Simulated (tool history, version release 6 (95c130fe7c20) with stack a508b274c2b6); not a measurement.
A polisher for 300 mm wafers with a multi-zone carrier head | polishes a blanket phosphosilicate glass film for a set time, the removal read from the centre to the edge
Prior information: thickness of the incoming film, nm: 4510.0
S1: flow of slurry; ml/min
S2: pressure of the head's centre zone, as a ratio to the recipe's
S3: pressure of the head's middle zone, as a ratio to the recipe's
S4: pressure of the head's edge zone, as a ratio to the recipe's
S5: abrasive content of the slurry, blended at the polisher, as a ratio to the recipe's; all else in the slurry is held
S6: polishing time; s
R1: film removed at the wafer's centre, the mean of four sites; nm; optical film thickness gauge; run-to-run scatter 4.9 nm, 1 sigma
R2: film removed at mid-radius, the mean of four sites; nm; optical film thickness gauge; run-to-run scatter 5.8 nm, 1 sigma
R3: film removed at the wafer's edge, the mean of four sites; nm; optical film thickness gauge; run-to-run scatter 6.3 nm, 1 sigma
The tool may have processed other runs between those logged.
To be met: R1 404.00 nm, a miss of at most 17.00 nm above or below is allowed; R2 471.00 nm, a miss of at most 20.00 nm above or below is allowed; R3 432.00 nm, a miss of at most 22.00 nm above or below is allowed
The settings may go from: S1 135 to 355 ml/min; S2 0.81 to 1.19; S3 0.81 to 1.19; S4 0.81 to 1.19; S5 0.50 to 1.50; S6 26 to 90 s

Run 1, hour 0.0: S1 225 ml/min, S2 1.00, S3 1.00, S4 1.00, S5 1.00, S6 58 s. Result: R1 488.20 nm, R2 506.76 nm, R3 488.20 nm.
Run 2, hour 5.6: S1 220 ml/min, S2 0.97, S3 1.00, S4 0.98, S5 0.95, S6 58 s. Result: R1 459.32 nm, R2 490.30 nm, R3 483.26 nm.
Run 3, hour 12.6: S1 185 ml/min, S2 0.97, S3 1.00, S4 0.98, S5 0.95, S6 58 s. Result: R1 436.69 nm, R2 473.84 nm, R3 462.52 nm.
Run 4, hour 13.4: S1 175 ml/min, S2 0.97, S3 1.02, S4 0.97, S5 0.95, S6 58 s. Result: R1 437.11 nm, R2 473.77 nm, R3 463.69 nm.
Run 5, hour 20.8: S1 175 ml/min, S2 0.97, S3 0.94, S4 0.97, S5 0.95, S6 58 s. Result: R1 449.38 nm, R2 441.69 nm, R3 470.31 nm.
Run 6, hour 21.6: S1 175 ml/min, S2 0.97, S3 0.97, S4 0.96, S5 0.95, S6 58 s. Result: R1 436.54 nm, R2 449.68 nm, R3 461.09 nm.
Run 7, hour 26.7: S1 175 ml/min, S2 0.97, S3 1.00, S4 0.94, S5 0.95, S6 58 s. Result: R1 432.59 nm, R2 471.27 nm, R3 448.81 nm.
Run 8, hour 28.8: S1 170 ml/min, S2 0.96, S3 1.01, S4 0.93, S5 0.95, S6 58 s. Result: R1 433.91 nm, R2 481.40 nm, R3 459.73 nm.

Which one of the following 5 next-run settings gets every result inside its allowed miss? There is exactly one.
Run A, hour 30.9: S1 140 ml/min, S2 0.99, S3 1.13, S4 0.97, S5 1.00, S6 54 s. Result: R1 ?, R2 ?, R3 ?.
Run B, hour 30.9: S1 150 ml/min, S2 1.11, S3 1.05, S4 0.88, S5 1.00, S6 57 s. Result: R1 ?, R2 ?, R3 ?.
Run C, hour 30.9: S1 165 ml/min, S2 0.99, S3 0.88, S4 0.89, S5 1.15, S6 60 s. Result: R1 ?, R2 ?, R3 ?.
Run D, hour 30.9: S1 230 ml/min, S2 0.89, S3 1.01, S4 1.11, S5 0.75, S6 62 s. Result: R1 ?, R2 ?, R3 ?.
Run E, hour 30.9: S1 200 ml/min, S2 1.07, S3 1.03, S4 0.90, S5 1.10, S6 50 s. Result: R1 ?, R2 ?, R3 ?.

move      R1      R2      R3
   A  406.95  465.72  426.26
   B  490.93  469.15  435.59
   C  499.51  461.46  497.36
   D  407.06  466.26  489.85
   E  460.21  445.91  418.76
A: hits every target within its allowed miss
B: its largest miss is bigger than the last run's
C: its largest miss is bigger than the last run's
D: the worst result of the last run now meets its target, but another is out of spec
E: its largest miss is bigger than the last run's
Move A is the one to make.

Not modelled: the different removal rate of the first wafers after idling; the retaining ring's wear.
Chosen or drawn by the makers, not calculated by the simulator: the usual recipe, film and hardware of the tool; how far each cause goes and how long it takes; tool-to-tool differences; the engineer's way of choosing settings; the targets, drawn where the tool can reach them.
